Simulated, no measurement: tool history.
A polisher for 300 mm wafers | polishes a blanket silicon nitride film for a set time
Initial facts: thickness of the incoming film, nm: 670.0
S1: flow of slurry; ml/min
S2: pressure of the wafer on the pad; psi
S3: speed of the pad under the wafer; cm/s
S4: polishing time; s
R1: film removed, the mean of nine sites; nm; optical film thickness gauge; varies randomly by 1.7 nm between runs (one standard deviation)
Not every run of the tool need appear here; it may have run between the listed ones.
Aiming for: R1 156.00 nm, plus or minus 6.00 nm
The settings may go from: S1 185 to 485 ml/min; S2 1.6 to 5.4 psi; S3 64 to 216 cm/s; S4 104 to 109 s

run,hour,S1,S2,S3,S4,R1
1,0.0,310,3.5,140,104,219.32
2,2.7,310,3.1,138,104,194.14
3,9.7,310,3.1,126,104,183.16
4,13.3,310,2.9,126,104,175.28
5,18.2,310,2.8,126,104,172.26
6,27.1,345,2.8,126,104,169.02
7,33.5,345,2.7,126,104,171.73
8,39.5,330,2.6,126,104,168.55
9,40.8,330,2.5,126,104,165.95

Consider the 4 candidate settings below. Which is the only one whose results all fall within their allowed miss of target?
A,42.1,300,2.8,128,104,?
B,42.1,380,2.2,120,109,?
C,42.1,195,2.7,138,106,?
D,42.1,410,2.5,136,104,?

move,R1
A,175.31
B,155.75
C,175.58
D,177.02
A: misses by more than the last run did
B: all results land within tolerance of their targets
C: misses by more than the last run did
D: misses by more than the last run did
Move B is the one to make.
